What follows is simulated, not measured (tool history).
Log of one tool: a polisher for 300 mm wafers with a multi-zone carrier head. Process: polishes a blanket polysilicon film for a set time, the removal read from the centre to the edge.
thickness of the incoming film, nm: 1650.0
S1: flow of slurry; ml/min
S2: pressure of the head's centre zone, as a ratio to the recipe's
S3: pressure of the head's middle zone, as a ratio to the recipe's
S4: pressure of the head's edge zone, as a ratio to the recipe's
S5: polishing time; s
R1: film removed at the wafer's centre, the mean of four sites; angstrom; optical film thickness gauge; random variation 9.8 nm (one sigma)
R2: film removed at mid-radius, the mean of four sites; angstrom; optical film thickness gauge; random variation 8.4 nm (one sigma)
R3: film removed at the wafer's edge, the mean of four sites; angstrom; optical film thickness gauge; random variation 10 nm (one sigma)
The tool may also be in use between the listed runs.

Run 1, hour 0: S1 155 ml/min, S2 1, S3 1, S4 1, S5 58 s. Result: R1 5772.4 angstrom, R2 5725 angstrom, R3 5655.5 angstrom.
Run 2, hour 1: S1 155 ml/min, S2 1, S3 1.05, S4 1, S5 58 s. Result: R1 5593.6 angstrom, R2 5939.3 angstrom, R3 5560.1 angstrom.
Run 3, hour 3.6: S1 160 ml/min, S2 1.01, S3 1.04, S4 1.01, S5 59 s. Result: R1 5947.1 angstrom, R2 6065.3 angstrom, R3 5628.3 angstrom.
Run 4, hour 6.5: S1 160 ml/min, S2 1.01, S3 1.03, S4 1.02, S5 60 s. Result: R1 6034.1 angstrom, R2 6065.5 angstrom, R3 5793.1 angstrom.
Run 5, hour 12.1: S1 160 ml/min, S2 1.01, S3 1.03, S4 1.02, S5 67 s. Result: R1 6745.9 angstrom, R2 6658.1 angstrom, R3 6536.1 angstrom.
Run 6, hour 14: S1 165 ml/min, S2 1.01, S3 1.02, S4 1.03, S5 67 s. Result: R1 6722.6 angstrom, R2 6906.6 angstrom, R3 6619.6 angstrom.

Forecast run 7:
Run 7, hour 19.3: S1 150 ml/min, S2 1.11, S3 0.92, S4 1.11, S5 70 s. Result: R1 ?, R2 ?, R3 ?.

Run 7 gave R1 7531.9 angstrom, R2 6487.2 angstrom, R3 7091.3 angstrom.

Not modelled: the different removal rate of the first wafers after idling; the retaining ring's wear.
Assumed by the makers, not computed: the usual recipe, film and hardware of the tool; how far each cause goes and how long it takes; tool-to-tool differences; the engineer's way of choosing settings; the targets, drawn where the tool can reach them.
